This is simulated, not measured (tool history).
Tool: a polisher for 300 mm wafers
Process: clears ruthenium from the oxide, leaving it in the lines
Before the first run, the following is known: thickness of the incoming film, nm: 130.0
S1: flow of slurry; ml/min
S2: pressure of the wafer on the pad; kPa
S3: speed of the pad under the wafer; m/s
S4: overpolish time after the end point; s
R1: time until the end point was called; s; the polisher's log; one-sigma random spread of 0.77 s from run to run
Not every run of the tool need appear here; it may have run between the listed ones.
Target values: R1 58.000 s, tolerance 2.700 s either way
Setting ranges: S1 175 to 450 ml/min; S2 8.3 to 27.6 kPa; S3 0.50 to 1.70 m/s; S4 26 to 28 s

run    day   S1    S2    S3  S4      R1
  1  0.000  290  17.9  1.10  26  95.170
  2  0.058  290  19.3  1.10  26  88.665
  3  0.392  250  19.3  1.10  26  90.032
  4  0.642  250  20.7  1.10  26  85.231
  5  0.846  285  20.7  1.10  26  82.162
  6  0.979  245  20.7  1.10  26  82.877
  7  1.200  245  21.4  1.10  26  82.278
  8  1.329  245  22.1  1.10  26  80.601
  9  1.538  245  22.8  1.12  26  77.976
 10  1.796  245  23.4  1.14  26  73.845
 11  1.892  245  24.1  1.16  26  71.229
 12  2.125  245  24.8  1.18  26  67.263
 13  2.471  245  25.5  1.18  26  65.573

5 candidate next runs follow, results not yet known. Just one meets every target within its allowed miss. Identify it.
  A  2.817  235  26.2  1.34  28   ?
  B  2.817  260  24.1  1.16  28   ?
  C  2.817  265  25.5  1.20  26   ?
  D  2.817  245  27.6  1.14  28   ?
  E  2.817  255  24.8  1.18  26   ?

move      R1
   A  57.370
   B  70.181
   C  64.481
   D  63.777
   E  67.466
A: every result lands within tolerance
B: further off than the last run
C: nearer than the last run, and not there yet
D: nearer than the last run, and not there yet
E: further off than the last run
The move that meets every target is A.
